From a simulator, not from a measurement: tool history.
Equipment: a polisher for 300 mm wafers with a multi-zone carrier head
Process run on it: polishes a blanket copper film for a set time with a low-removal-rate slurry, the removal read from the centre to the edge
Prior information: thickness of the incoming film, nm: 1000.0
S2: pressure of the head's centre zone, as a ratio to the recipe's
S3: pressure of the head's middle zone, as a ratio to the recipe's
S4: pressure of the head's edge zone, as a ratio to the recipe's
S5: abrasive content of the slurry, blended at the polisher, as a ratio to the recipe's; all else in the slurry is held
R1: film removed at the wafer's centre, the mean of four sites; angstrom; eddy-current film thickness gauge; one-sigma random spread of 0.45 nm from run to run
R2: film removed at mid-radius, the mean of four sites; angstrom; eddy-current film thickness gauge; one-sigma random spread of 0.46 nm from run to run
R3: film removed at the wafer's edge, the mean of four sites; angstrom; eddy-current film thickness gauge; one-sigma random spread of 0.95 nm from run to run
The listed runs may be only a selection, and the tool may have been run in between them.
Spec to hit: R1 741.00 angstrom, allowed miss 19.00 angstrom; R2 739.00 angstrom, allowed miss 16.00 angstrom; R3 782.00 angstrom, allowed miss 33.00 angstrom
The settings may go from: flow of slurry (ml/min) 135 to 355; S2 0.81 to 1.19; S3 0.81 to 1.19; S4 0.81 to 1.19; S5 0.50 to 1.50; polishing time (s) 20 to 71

run 1 day=0.000 | flow_of_slurry_(ml/min)=225 S2=1.00 S3=1.00 S4=1.00 S5=1.00 polishing_time_(s)=45 | R1=1214.30 R2=1150.10 R3=1174.00
run 2 day=0.038 | flow_of_slurry_(ml/min)=225 S2=1.00 S3=1.00 S4=1.00 S5=1.00 polishing_time_(s)=52 | R1=1409.20 R2=1337.40 R3=1381.60
run 3 day=0.162 | flow_of_slurry_(ml/min)=225 S2=1.00 S3=1.00 S4=1.00 S5=1.00 polishing_time_(s)=42 | R1=1147.80 R2=1091.80 R3=1094.20
run 4 day=0.196 | flow_of_slurry_(ml/min)=225 S2=1.00 S3=1.00 S4=0.91 S5=1.00 polishing_time_(s)=42 | R1=1150.30 R2=1078.10 R3=1047.00
run 5 day=0.321 | flow_of_slurry_(ml/min)=225 S2=1.00 S3=1.00 S4=0.91 S5=1.00 polishing_time_(s)=51 | R1=1383.40 R2=1311.50 R3=1286.80
run 6 day=0.508 | flow_of_slurry_(ml/min)=225 S2=1.00 S3=1.00 S4=0.91 S5=0.90 polishing_time_(s)=51 | R1=1345.10 R2=1275.00 R3=1277.70
run 7 day=0.812 | flow_of_slurry_(ml/min)=205 S2=0.90 S3=0.94 S4=0.81 S5=0.65 polishing_time_(s)=38 | R1=809.38 R2=810.38 R3=815.94
run 8 day=0.958 | flow_of_slurry_(ml/min)=155 S2=0.86 S3=0.88 S4=0.81 S5=0.55 polishing_time_(s)=38 | R1=716.11 R2=713.27 R3=750.85

Below are 5 possible settings for the next run. Only one of them brings all results inside the allowed miss of their targets. Which is it?
run A day=1.104 | flow_of_slurry_(ml/min)=155 S2=0.86 S3=0.88 S4=0.81 S5=0.60 polishing_time_(s)=38 | R1=? R2=? R3=?
run B day=1.104 | flow_of_slurry_(ml/min)=155 S2=0.87 S3=0.84 S4=0.84 S5=0.60 polishing_time_(s)=37 | R1=? R2=? R3=?
run C day=1.104 | flow_of_slurry_(ml/min)=135 S2=0.90 S3=0.94 S4=0.81 S5=0.55 polishing_time_(s)=39 | R1=? R2=? R3=?
run D day=1.104 | flow_of_slurry_(ml/min)=135 S2=0.96 S3=0.97 S4=0.81 S5=0.65 polishing_time_(s)=33 | R1=? R2=? R3=?
run E day=1.104 | flow_of_slurry_(ml/min)=135 S2=0.92 S3=0.83 S4=0.82 S5=0.50 polishing_time_(s)=40 | R1=? R2=? R3=?

move=A R1=733.90 R2=737.85 R3=768.46
move=B R1=722.77 R2=691.38 R3=758.99
move=C R1=756.21 R2=767.84 R3=759.26
move=D R1=719.89 R2=702.81 R3=676.83
move=E R1=767.60 R2=688.21 R3=758.97
A: every result lands within tolerance
B: lands further from the targets than the last run did
C: takes the biggest miss from the last run beyond its target
D: lands further from the targets than the last run did
E: lands further from the targets than the last run did
So the answer is move A, the one that meets all the targets.
